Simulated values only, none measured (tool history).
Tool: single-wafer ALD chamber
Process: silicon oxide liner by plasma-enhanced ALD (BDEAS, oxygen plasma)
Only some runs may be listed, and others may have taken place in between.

run,day,heater temperature setpoint (deg C),number of ALD cycles (cycles),mean film thickness on the monitor wafer (angstrom)
1,0.000,320,77,77.536
2,0.050,318,83,83.940
3,0.212,323,83,82.958
4,0.325,319,87,88.270
5,0.592,326,87,86.710
6,0.829,321,89,89.548
7,1.150,318,91,92.767
8,1.296,318,91,92.041
9,1.475,317,93,94.301
10,1.758,316,94,96.126
11,2.062,316,94,94.523

The next listed run, before its measurement:
12,2.267,316,95,?

{"run 12": {"mean film thickness on the monitor wafer (angstrom)": 95.825}}
